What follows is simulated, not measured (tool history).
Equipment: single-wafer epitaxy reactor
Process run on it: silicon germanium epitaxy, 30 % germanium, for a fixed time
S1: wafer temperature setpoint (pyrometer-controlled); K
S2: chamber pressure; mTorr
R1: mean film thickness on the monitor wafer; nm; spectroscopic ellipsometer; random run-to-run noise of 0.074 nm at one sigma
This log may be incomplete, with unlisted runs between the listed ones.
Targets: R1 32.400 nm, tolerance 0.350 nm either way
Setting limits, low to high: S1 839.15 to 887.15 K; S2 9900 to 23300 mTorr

{"run": 1, "day": 0.0, "S1": 863.15, "S2": 16600, "R1": 45.07}
{"run": 2, "day": 0.071, "S1": 859.15, "S2": 16600, "R1": 41.57}
{"run": 3, "day": 0.392, "S1": 852.15, "S2": 16600, "R1": 35.968}
{"run": 4, "day": 0.738, "S1": 858.15, "S2": 16600, "R1": 40.749}
{"run": 5, "day": 0.975, "S1": 856.15, "S2": 16600, "R1": 39.057}
{"run": 6, "day": 1.162, "S1": 854.15, "S2": 16600, "R1": 37.506}
{"run": 7, "day": 1.383, "S1": 853.15, "S2": 16600, "R1": 36.718}
{"run": 8, "day": 1.538, "S1": 852.15, "S2": 16600, "R1": 35.94}
{"run": 9, "day": 1.85, "S1": 851.15, "S2": 16600, "R1": 35.341}

Of the 4 settings listed for the next run, only one would bring every result within its allowed miss of target. Which one?
{"run": "A", "day": 2.162, "S1": 848.15, "S2": 15500, "R1": "?"}
{"run": "B", "day": 2.162, "S1": 846.15, "S2": 19500, "R1": "?"}
{"run": "C", "day": 2.162, "S1": 859.15, "S2": 14900, "R1": "?"}
{"run": "D", "day": 2.162, "S1": 848.15, "S2": 16900, "R1": "?"}

move=A R1=32.192
move=B R1=33.362
move=C R1=40.012
move=D R1=33.146
A: all results in spec
B: closer than the last run, but not yet in spec
C: misses by more than the last run did
D: closer than the last run, but not yet in spec
A is the move that brings every result within its allowed miss.

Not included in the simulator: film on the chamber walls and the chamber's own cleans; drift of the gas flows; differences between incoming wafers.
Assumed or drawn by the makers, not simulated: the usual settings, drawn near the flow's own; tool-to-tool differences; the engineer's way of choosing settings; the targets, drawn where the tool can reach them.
